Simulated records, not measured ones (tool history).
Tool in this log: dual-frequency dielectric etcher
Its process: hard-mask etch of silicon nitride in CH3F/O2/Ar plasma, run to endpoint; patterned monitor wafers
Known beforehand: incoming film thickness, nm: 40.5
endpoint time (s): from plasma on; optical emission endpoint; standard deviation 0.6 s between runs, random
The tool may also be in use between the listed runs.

run,day,source power (W),bias power (W),endpoint time (s)
1,0,320,55,63.393
2,0.317,310,54,64.503
3,0.421,310,63,61.194
4,0.496,310,53,64.667
5,0.554,310,49,66.707
6,0.888,310,59,62.699
7,1.146,300,58,63.109
8,1.367,290,56,65.549
9,1.446,280,55,66.775
# day 1.704: bias power generator calibrated
10,1.704,270,55,67.52

Expected results for the next run?
11,2.004,260,55,?

{"run 11": {"endpoint time (s)": 68.641}}
